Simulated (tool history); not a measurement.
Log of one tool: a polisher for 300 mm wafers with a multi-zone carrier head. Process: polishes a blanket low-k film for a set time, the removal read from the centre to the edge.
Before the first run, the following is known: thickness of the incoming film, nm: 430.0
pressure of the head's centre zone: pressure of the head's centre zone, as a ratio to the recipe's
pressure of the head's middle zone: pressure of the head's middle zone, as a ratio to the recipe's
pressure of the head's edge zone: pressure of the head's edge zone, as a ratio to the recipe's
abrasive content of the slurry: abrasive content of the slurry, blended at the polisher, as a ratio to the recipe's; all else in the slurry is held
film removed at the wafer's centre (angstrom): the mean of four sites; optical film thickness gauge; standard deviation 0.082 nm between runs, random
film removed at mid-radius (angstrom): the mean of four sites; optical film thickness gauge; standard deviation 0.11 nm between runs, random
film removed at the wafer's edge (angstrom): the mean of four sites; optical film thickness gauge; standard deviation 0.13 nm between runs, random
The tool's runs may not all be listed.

run	hour	flow of slurry (ml/min)	pressure of the head's centre zone	pressure of the head's middle zone	pressure of the head's edge zone	abrasive content of the slurry	polishing time (s)	film removed at the wafer's centre (angstrom)	film removed at mid-radius (angstrom)	film removed at the wafer's edge (angstrom)
1	0.0	170	1.00	1.00	1.00	1.00	53	149.110	147.960	140.70
2	7.9	170	1.00	1.00	1.00	1.00	65	184.930	182.650	175.33
3	11.4	165	0.98	0.99	0.99	0.95	64	171.720	175.430	166.40
4	18.4	165	0.98	0.99	0.99	0.85	64	160.940	159.930	155.88
5	23.0	165	0.98	0.99	0.99	0.95	64	171.700	170.380	164.55
6	26.5	165	0.93	0.99	0.99	0.95	64	161.620	172.090	167.25
7	35.1	160	0.92	0.98	0.98	0.90	64	154.440	165.660	155.43
8	41.2	155	0.91	0.97	0.99	0.85	64	146.430	156.170	154.65
9	45.2	155	0.91	0.97	0.99	0.85	64	148.780	154.700	153.19
10	54.0	150	0.90	0.97	0.99	0.80	64	138.880	149.900	145.87
11	62.9	145	0.89	0.96	0.99	0.75	64	132.600	139.610	138.73
12	63.5	140	0.88	0.96	0.99	0.75	64	127.000	138.900	139.48
13	71.8	135	0.87	0.95	0.98	0.75	64	125.750	137.600	139.96
14	76.3	135	0.86	0.95	0.97	0.70	64	117.880	133.330	126.94
15	77.3	105	0.81	0.86	0.99	0.60	63	91.698	99.066	109.56
16	81.8	110	0.81	0.87	0.99	0.60	63	92.509	99.800	111.02

Forecast run 17:
17	86.3	115	0.81	0.88	0.99	0.60	63	?	?	?

film removed at the wafer's centre (angstrom): 92.469
film removed at mid-radius (angstrom): 103.370
film removed at the wafer's edge (angstrom): 111.39
